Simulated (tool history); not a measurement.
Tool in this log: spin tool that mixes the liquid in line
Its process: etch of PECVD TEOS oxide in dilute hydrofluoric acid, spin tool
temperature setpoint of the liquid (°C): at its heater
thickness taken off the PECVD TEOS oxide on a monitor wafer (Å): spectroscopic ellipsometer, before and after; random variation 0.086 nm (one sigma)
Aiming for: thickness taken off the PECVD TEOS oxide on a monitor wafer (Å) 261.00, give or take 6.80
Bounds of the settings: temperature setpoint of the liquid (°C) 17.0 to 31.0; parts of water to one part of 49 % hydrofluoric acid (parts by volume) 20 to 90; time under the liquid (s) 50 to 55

run    day  temperature setpoint of the liquid (°C)  parts of water to one part of 49 % hydrofluoric acid (parts by volume)  time under the liquid (s)  thickness taken off the PECVD TEOS oxide on a monitor wafer (Å)
  1  0.000                                     23.0                                                                      50                         50                                                           128.85
  2  0.179                                     23.0                                                                      50                         50                                                           128.53
  3  0.408                                     23.0                                                                      40                         50                                                           163.46
  4  0.438                                     24.0                                                                      40                         50                                                           170.34
  5  0.575                                     25.0                                                                      40                         50                                                           177.18
  6  0.617                                     26.0                                                                      40                         50                                                           185.73
  7  0.717                                     26.5                                                                      40                         50                                                           188.83
  8  0.775                                     27.0                                                                      40                         50                                                           192.42
  9  0.921                                     27.5                                                                      40                         50                                                           195.86
 10  1.225                                     28.0                                                                      40                         50                                                           200.49
 11  1.342                                     28.5                                                                      40                         50                                                           203.85
 12  1.488                                     28.5                                                                      40                         50                                                           203.40
 13  1.771                                     29.0                                                                      40                         50                                                           208.18
 14  2.017                                     29.0                                                                      40                         50                                                           208.92
 15  2.342                                     29.5                                                                      40                         50                                                           212.42
 16  2.554                                     29.5                                                                      40                         50                                                           212.30

5 next moves are on the table. One of them brings every result within its allowed miss. Which?
  A  2.767                                     28.0                                                                      35                         50                                                                ?
  B  2.767                                     31.0                                                                      35                         55                                                                ?
  C  2.767                                     31.0                                                                      35                         50                                                                ?
  D  2.767                                     30.0                                                                      45                         50                                                                ?
  E  2.767                                     30.5                                                                      55                         50                                                                ?

move  thickness taken off the PECVD TEOS oxide on a monitor wafer (Å)
   A                                                           230.02
   B                                                           285.25
   C                                                           259.32
   D                                                           190.85
   E                                                           156.79
A: closer than the last run, but not yet in spec
B: takes the result that was furthest off past its target
C: all results land within tolerance of their targets
D: moves away from the targets compared with the last run
E: moves away from the targets compared with the last run
C meets every target.
